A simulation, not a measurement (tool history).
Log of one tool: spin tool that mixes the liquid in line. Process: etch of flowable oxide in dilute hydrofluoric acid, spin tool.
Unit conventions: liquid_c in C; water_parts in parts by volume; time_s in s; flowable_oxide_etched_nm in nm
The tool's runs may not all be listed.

Run 1, hour 0.0: liquid_c 22.0 C, water_parts 110 parts by volume, time_s 125 s. Result: flowable_oxide_etched_nm 21.283 nm.
Run 2, hour 1.0: liquid_c 22.0 C, water_parts 75 parts by volume, time_s 125 s. Result: flowable_oxide_etched_nm 32.930 nm.
Run 3, hour 8.5: liquid_c 23.5 C, water_parts 70 parts by volume, time_s 125 s. Result: flowable_oxide_etched_nm 37.958 nm.
Run 4, hour 10.1: liquid_c 24.5 C, water_parts 70 parts by volume, time_s 125 s. Result: flowable_oxide_etched_nm 38.750 nm.
Run 5, hour 11.6: liquid_c 25.5 C, water_parts 70 parts by volume, time_s 125 s. Result: flowable_oxide_etched_nm 40.696 nm.
At hour 20.2: hydrofluoric acid flow meter replaced.
Run 6, hour 20.2: liquid_c 27.5 C, water_parts 70 parts by volume, time_s 125 s. Result: flowable_oxide_etched_nm 49.319 nm.

Run 7 has not been measured yet. What should we expect?
Run 7, hour 21.2: liquid_c 27.5 C, water_parts 70 parts by volume, time_s 125 s. Result: flowable_oxide_etched_nm ?.

Run 7 gave flowable_oxide_etched_nm 49.499 nm.

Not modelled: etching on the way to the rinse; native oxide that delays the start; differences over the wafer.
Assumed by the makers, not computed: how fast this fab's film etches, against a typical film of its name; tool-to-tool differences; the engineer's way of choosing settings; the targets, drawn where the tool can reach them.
